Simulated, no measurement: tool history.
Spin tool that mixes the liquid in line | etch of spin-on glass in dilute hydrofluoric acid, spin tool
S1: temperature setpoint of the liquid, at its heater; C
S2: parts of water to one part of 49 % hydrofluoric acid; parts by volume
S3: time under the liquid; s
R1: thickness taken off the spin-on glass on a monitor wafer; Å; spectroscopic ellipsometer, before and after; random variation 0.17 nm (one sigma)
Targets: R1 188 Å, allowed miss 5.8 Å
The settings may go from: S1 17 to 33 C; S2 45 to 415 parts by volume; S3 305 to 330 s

run 1 day=0 | S1=25 S2=230 S3=305 | R1=325.97
run 2 day=0.092 | S1=23 S2=245 S3=305 | R1=284.12
run 3 day=0.129 | S1=21.5 S2=260 S3=305 | R1=248.85
run 4 day=0.462 | S1=21.5 S2=260 S3=305 | R1=245
run 5 day=0.562 | S1=20 S2=260 S3=305 | R1=231.75
run 6 day=0.775 | S1=19.5 S2=265 S3=305 | R1=222.31
run 7 day=0.888 | S1=19 S2=270 S3=305 | R1=215.46
run 8 day=0.988 | S1=18.5 S2=275 S3=305 | R1=204.89
run 9 day=1.138 | S1=18 S2=275 S3=305 | R1=201.97

Which of these 4 next moves meets every target?
run A day=1.288 | S1=17.5 S2=290 S3=330 | R1=?
run B day=1.288 | S1=19.5 S2=260 S3=305 | R1=?
run C day=1.288 | S1=17 S2=280 S3=305 | R1=?
run D day=1.288 | S1=19.5 S2=325 S3=305 | R1=?

move=A R1=197.2
move=B R1=225.09
move=C R1=186.8
move=D R1=169.96
A: nearer than the last run, and not there yet
B: further off than the last run
C: meets every target
D: takes the result that was furthest off past its target
The right move is C.
